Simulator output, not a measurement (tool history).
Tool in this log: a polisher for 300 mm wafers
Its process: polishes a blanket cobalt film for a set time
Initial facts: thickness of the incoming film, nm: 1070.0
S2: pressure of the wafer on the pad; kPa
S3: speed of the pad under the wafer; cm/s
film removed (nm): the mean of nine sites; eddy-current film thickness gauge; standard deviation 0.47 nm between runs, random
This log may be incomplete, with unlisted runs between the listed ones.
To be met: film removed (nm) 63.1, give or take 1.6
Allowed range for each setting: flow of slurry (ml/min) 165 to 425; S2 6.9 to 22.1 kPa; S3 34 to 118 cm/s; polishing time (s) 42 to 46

run 1 hour=0 | flow_of_slurry_(ml/min)=275 S2=14.5 S3=76 polishing_time_(s)=46 | film_removed_(nm)=148.09
run 2 hour=4.8 | flow_of_slurry_(ml/min)=275 S2=16.5 S3=76 polishing_time_(s)=46 | film_removed_(nm)=168.85
run 3 hour=12.3 | flow_of_slurry_(ml/min)=275 S2=15.2 S3=72 polishing_time_(s)=46 | film_removed_(nm)=147.78
run 4 hour=20.3 | flow_of_slurry_(ml/min)=275 S2=15.2 S3=72 polishing_time_(s)=46 | film_removed_(nm)=148.83
run 5 hour=23.9 | flow_of_slurry_(ml/min)=275 S2=13.8 S3=68 polishing_time_(s)=46 | film_removed_(nm)=129.36
run 6 hour=28.2 | flow_of_slurry_(ml/min)=275 S2=12.4 S3=64 polishing_time_(s)=46 | film_removed_(nm)=111.4
run 7 hour=32.1 | flow_of_slurry_(ml/min)=275 S2=11.7 S3=62 polishing_time_(s)=46 | film_removed_(nm)=100.75
run 8 hour=35.1 | flow_of_slurry_(ml/min)=275 S2=11 S3=60 polishing_time_(s)=46 | film_removed_(nm)=94.136
run 9 hour=41.8 | flow_of_slurry_(ml/min)=265 S2=6.9 S3=50 polishing_time_(s)=46 | film_removed_(nm)=53.029
run 10 hour=45.6 | flow_of_slurry_(ml/min)=280 S2=6.9 S3=50 polishing_time_(s)=46 | film_removed_(nm)=53.142

Which of these 5 next moves meets every target?
run A hour=49.4 | flow_of_slurry_(ml/min)=265 S2=6.9 S3=42 polishing_time_(s)=42 | film_removed_(nm)=?
run B hour=49.4 | flow_of_slurry_(ml/min)=265 S2=9 S3=54 polishing_time_(s)=46 | film_removed_(nm)=?
run C hour=49.4 | flow_of_slurry_(ml/min)=310 S2=9.7 S3=44 polishing_time_(s)=46 | film_removed_(nm)=?
run D hour=49.4 | flow_of_slurry_(ml/min)=240 S2=6.9 S3=48 polishing_time_(s)=45 | film_removed_(nm)=?
run E hour=49.4 | flow_of_slurry_(ml/min)=285 S2=7.6 S3=42 polishing_time_(s)=45 | film_removed_(nm)=?

move=A film_removed_(nm)=40.77
move=B film_removed_(nm)=70.15
move=C film_removed_(nm)=62.729
move=D film_removed_(nm)=48.839
move=E film_removed_(nm)=47.621
A: further off than the last run
B: takes the result that was furthest off past its target
C: hits every target within its allowed miss
D: further off than the last run
E: further off than the last run
So the answer is move C, the one that meets all the targets.
